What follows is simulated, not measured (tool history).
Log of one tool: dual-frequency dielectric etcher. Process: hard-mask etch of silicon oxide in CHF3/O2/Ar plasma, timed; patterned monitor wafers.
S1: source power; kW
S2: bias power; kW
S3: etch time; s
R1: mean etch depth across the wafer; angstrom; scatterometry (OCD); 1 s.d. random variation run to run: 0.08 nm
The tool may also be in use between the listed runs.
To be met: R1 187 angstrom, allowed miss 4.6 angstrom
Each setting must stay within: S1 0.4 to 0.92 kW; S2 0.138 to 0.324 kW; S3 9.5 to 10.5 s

run 1 hour=0 | S1=0.66 S2=0.231 S3=10.5 | R1=232.26
run 2 hour=7.8 | S1=0.55 S2=0.231 S3=10.5 | R1=207.98
run 3 hour=15.3 | S1=0.44 S2=0.231 S3=10.5 | R1=175.85
run 4 hour=22.9 | S1=0.4 S2=0.231 S3=10.5 | R1=162.13
run 5 hour=26.9 | S1=0.4 S2=0.231 S3=10.5 | R1=162.5
run 6 hour=29.9 | S1=0.42 S2=0.232 S3=10.5 | R1=170.74
run 7 hour=37.7 | S1=0.43 S2=0.232 S3=10.5 | R1=173.38
run 8 hour=42.2 | S1=0.54 S2=0.244 S3=10.5 | R1=208.28
run 9 hour=45.4 | S1=0.53 S2=0.244 S3=10.5 | R1=206.86
run 10 hour=47.6 | S1=0.52 S2=0.244 S3=10.5 | R1=203.78
run 11 hour=49.4 | S1=0.51 S2=0.244 S3=10.5 | R1=200.84
run 12 hour=58.3 | S1=0.5 S2=0.244 S3=10.5 | R1=198.97
run 13 hour=59.5 | S1=0.49 S2=0.244 S3=10.5 | R1=195.13
run 14 hour=67.1 | S1=0.48 S2=0.244 S3=10.5 | R1=191.56

Exactly one of the 4 candidate moves below puts every result within its allowed miss. Which one?
run A hour=74.7 | S1=0.53 S2=0.254 S3=9.5 | R1=?
run B hour=74.7 | S1=0.59 S2=0.238 S3=9.5 | R1=?
run C hour=74.7 | S1=0.51 S2=0.235 S3=10.5 | R1=?
run D hour=74.7 | S1=0.52 S2=0.22 S3=10.5 | R1=?

move=A R1=189.1
move=B R1=198.97
move=C R1=198.8
move=D R1=197.65
A: all results land within tolerance of their targets
B: misses by more than the last run did
C: misses by more than the last run did
D: misses by more than the last run did
Move A is the one to make.
